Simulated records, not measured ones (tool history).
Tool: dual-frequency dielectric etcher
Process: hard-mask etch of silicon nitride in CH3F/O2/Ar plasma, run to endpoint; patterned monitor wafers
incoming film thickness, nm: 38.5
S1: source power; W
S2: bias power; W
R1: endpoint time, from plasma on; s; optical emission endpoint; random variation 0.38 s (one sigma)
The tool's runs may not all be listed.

{"run": 1, "day": 0.0, "S1": 440, "S2": 68, "R1": 60.151}
{"run": 2, "day": 0.367, "S1": 500, "S2": 68, "R1": 57.591}
{"run": 3, "day": 0.642, "S1": 430, "S2": 68, "R1": 60.757}
{"run": 4, "day": 0.821, "S1": 430, "S2": 77, "R1": 58.177}
{"run": 5, "day": 0.942, "S1": 440, "S2": 78, "R1": 57.463}
{"run": 6, "day": 0.979, "S1": 370, "S2": 78, "R1": 61.591}
{"run": 7, "day": 1.121, "S1": 390, "S2": 79, "R1": 59.658}
{"run": 8, "day": 1.283, "S1": 400, "S2": 80, "R1": 59.648}
{"run": 9, "day": 1.467, "S1": 410, "S2": 81, "R1": 59.125}
{"run": 10, "day": 1.533, "S1": 420, "S2": 82, "R1": 57.864}

The next listed run, before its measurement:
{"run": 11, "day": 1.642, "S1": 430, "S2": 82, "R1": "?"}

Run 11 gave R1 57.453 s.
